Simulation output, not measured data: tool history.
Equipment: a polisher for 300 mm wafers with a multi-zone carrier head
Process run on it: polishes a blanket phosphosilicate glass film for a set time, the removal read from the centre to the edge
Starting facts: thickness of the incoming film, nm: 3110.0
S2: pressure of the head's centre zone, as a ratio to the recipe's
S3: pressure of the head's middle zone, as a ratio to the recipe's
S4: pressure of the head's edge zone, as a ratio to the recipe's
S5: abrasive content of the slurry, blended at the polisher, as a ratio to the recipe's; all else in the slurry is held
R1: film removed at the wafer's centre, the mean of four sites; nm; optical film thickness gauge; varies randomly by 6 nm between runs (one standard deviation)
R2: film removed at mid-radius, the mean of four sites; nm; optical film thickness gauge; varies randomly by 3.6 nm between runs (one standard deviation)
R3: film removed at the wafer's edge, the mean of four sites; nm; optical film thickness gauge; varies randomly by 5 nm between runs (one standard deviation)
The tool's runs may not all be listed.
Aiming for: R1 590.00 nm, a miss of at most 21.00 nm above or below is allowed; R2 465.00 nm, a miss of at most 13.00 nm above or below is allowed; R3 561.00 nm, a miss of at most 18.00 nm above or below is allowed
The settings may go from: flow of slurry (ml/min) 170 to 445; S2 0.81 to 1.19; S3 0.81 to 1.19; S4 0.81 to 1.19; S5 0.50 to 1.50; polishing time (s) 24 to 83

Run 1, hour 0.0: flow of slurry (ml/min) 285, S2 1.00, S3 1.00, S4 1.00, S5 1.00, polishing time (s) 53. Result: R1 403.89 nm, R2 398.87 nm, R3 405.22 nm.
Run 2, hour 6.3: flow of slurry (ml/min) 285, S2 1.04, S3 1.00, S4 1.00, S5 1.00, polishing time (s) 53. Result: R1 431.11 nm, R2 405.74 nm, R3 415.24 nm.
Run 3, hour 11.2: flow of slurry (ml/min) 285, S2 1.06, S3 0.99, S4 1.04, S5 1.05, polishing time (s) 53. Result: R1 448.14 nm, R2 404.94 nm, R3 426.78 nm.
Run 4, hour 17.4: flow of slurry (ml/min) 335, S2 1.06, S3 0.99, S4 1.04, S5 1.05, polishing time (s) 53. Result: R1 457.42 nm, R2 405.74 nm, R3 427.23 nm.
Run 5, hour 25.2: flow of slurry (ml/min) 335, S2 1.06, S3 0.99, S4 1.04, S5 0.95, polishing time (s) 53. Result: R1 432.98 nm, R2 387.65 nm, R3 400.79 nm.
Run 6, hour 26.7: flow of slurry (ml/min) 335, S2 1.06, S3 0.99, S4 0.96, S5 0.95, polishing time (s) 53. Result: R1 423.87 nm, R2 393.23 nm, R3 403.69 nm.
Run 7, hour 30.7: flow of slurry (ml/min) 335, S2 1.06, S3 0.96, S4 0.97, S5 1.05, polishing time (s) 54. Result: R1 464.81 nm, R2 409.91 nm, R3 439.32 nm.
Run 8, hour 37.4: flow of slurry (ml/min) 335, S2 1.06, S3 0.94, S4 0.97, S5 1.15, polishing time (s) 54. Result: R1 488.52 nm, R2 424.73 nm, R3 451.57 nm.
Run 9, hour 42.1: flow of slurry (ml/min) 325, S2 1.05, S3 0.91, S4 1.00, S5 1.20, polishing time (s) 55. Result: R1 506.05 nm, R2 422.64 nm, R3 472.71 nm.
Run 10, hour 43.4: flow of slurry (ml/min) 320, S2 1.04, S3 0.90, S4 1.01, S5 1.25, polishing time (s) 55. Result: R1 506.88 nm, R2 431.15 nm, R3 485.61 nm.
Run 11, hour 47.7: flow of slurry (ml/min) 355, S2 1.14, S3 0.90, S4 1.11, S5 1.40, polishing time (s) 55. Result: R1 579.93 nm, R2 458.08 nm, R3 529.76 nm.
Run 12, hour 56.4: flow of slurry (ml/min) 355, S2 1.14, S3 0.89, S4 1.12, S5 1.40, polishing time (s) 55. Result: R1 574.77 nm, R2 450.24 nm, R3 531.55 nm.
Run 13, hour 62.0: flow of slurry (ml/min) 355, S2 1.14, S3 0.89, S4 1.13, S5 1.40, polishing time (s) 55. Result: R1 587.60 nm, R2 454.94 nm, R3 538.21 nm.
Run 14, hour 68.6: flow of slurry (ml/min) 355, S2 1.14, S3 0.89, S4 1.14, S5 1.40, polishing time (s) 55. Result: R1 592.08 nm, R2 450.39 nm, R3 543.26 nm.
Run 15, hour 72.4: flow of slurry (ml/min) 355, S2 1.13, S3 0.89, S4 1.15, S5 1.40, polishing time (s) 55. Result: R1 565.44 nm, R2 446.05 nm, R3 536.02 nm.

Which one of the following 4 next-run settings gets every result inside its allowed miss? There is exactly one.
Run A, hour 76.2: flow of slurry (ml/min) 365, S2 1.15, S3 0.81, S4 1.16, S5 1.50, polishing time (s) 60. Result: R1 ?, R2 ?, R3 ?.
Run B, hour 76.2: flow of slurry (ml/min) 340, S2 1.10, S3 0.94, S4 1.13, S5 1.30, polishing time (s) 60. Result: R1 ?, R2 ?, R3 ?.
Run C, hour 76.2: flow of slurry (ml/min) 365, S2 1.11, S3 0.88, S4 1.18, S5 1.50, polishing time (s) 56. Result: R1 ?, R2 ?, R3 ?.
Run D, hour 76.2: flow of slurry (ml/min) 360, S2 1.14, S3 0.89, S4 1.14, S5 1.40, polishing time (s) 61. Result: R1 ?, R2 ?, R3 ?.

move      R1      R2      R3
   A  662.19  476.51  597.22
   B  593.46  504.97  554.45
   C  596.70  476.14  560.12
   D  648.69  508.61  586.04
A: the worst result of the last run now meets its target, but another is out of spec
B: moves the result that the last run missed by most past its target, out the other side
C: every result lands within tolerance
D: moves the result that the last run missed by most past its target, out the other side
The right move is C.

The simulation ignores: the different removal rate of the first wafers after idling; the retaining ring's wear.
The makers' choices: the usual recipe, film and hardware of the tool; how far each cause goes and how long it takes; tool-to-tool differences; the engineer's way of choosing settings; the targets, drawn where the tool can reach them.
